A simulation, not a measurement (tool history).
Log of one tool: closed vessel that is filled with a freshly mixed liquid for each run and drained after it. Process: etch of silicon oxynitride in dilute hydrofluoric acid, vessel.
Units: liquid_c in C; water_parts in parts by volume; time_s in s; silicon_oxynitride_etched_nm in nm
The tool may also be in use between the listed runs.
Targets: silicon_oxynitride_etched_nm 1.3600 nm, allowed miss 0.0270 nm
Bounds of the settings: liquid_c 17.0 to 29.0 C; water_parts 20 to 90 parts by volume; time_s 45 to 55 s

run	day	liquid_c	water_parts	time_s	silicon_oxynitride_etched_nm
1	0.000	21.0	50	55	3.1068
2	0.225	21.0	50	45	2.5499
3	0.533	23.5	50	45	2.8713
4	0.708	23.5	40	45	3.6082
5	0.825	23.5	40	45	3.6513
6	1.192	23.5	40	45	3.6242
7	1.492	21.5	50	45	2.6196
8	1.850	20.0	55	45	2.1956
9	2.038	19.0	60	45	1.9096
10	2.292	18.5	65	45	1.7015
11	2.375	18.0	65	45	1.6717
12	2.567	17.5	65	45	1.6273
13	2.871	17.0	70	45	1.4702

4 next moves are on the table. One of them brings every result within its allowed miss. Which?
A	3.175	17.5	85	50	?
B	3.175	17.0	80	45	?
C	3.175	18.0	90	50	?
D	3.175	17.0	80	50	?

move	silicon_oxynitride_etched_nm
A	1.3566
B	1.2690
C	1.3094
D	1.4100
A: meets every target
B: takes the result that was furthest off past its target
C: takes the result that was furthest off past its target
D: nearer than the last run, and not there yet
Answer: A
